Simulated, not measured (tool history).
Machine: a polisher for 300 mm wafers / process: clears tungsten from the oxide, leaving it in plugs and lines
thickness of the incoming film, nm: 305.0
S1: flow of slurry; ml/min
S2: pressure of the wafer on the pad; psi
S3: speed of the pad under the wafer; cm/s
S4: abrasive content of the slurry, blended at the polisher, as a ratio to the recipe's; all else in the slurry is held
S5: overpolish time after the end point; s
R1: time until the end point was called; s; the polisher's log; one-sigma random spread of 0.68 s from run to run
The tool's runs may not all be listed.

run,hour,S1,S2,S3,S4,S5,R1
1,0,310,3.2,106,1,21,79.628
2,6.6,310,3.3,106,1,21,75.997
3,14.4,310,3.6,106,1,21,71.331
4,18.7,310,3.7,106,1,21,69.403
5,24.1,310,3.8,106,1,21,67.659
6,28.6,310,3.8,94,1,21,73.233
7,33.6,310,3.8,94,1,21,73.799
8,39,310,3.9,94,1,21,72.535
9,45.8,310,4,94,1,21,70.997
10,50.7,310,4.1,94,1,21,70.095
11,58.5,310,4.2,94,1,21,66.334
12,67.2,310,4.3,94,1,21,66.212
13,71,310,4.4,94,1,21,64.852
14,74.9,310,4.5,94,1,21,61.871
15,77.4,310,4.6,94,1,21,62.381

Estimate the outcome of run 16 from the log above:
16,85.8,310,4.7,94,1,21,?

Logged for run 16: R1 61.746 s.
